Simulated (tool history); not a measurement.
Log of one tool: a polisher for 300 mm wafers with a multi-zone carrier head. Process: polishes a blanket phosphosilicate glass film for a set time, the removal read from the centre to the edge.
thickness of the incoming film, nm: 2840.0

run	hour	flow of slurry (ml/min)	pressure of the head's centre zone	pressure of the head's middle zone	pressure of the head's edge zone	abrasive content of the slurry	polishing time (s)	film removed at the wafer's centre (Å)	film removed at mid-radius (Å)	film removed at the wafer's edge (Å)
1	0	235	1	1	1	1	56	6938.9	6923	6745.5
2	1.9	185	1	1	1	1	56	6524.3	6378.1	6719
3	9.6	205	1.02	1	1.02	1	56	6953.8	6498.4	6815.1
4	18.5	220	1.03	1.01	1.03	1	56	6944.8	6859.9	6788.5
5	24.1	220	1.03	1.01	1.03	0.9	56	6620.6	6453.3	6429
6	31.9	220	1.03	1.07	1.03	0.9	56	6636.1	6878.9	6438.7
7	35.1	220	1.03	1.07	1.03	0.9	56	6583.2	6727.8	6525.1
8	38.5	220	1.03	1.07	1.03	0.9	56	6573.3	6806.6	6552.5

Forecast run 9:
9	41.5	225	1.05	1.07	1.04	0.95	56	?	?	?

film removed at the wafer's centre (Å): 6915.6
film removed at mid-radius (Å): 6829.8
film removed at the wafer's edge (Å): 6634.4
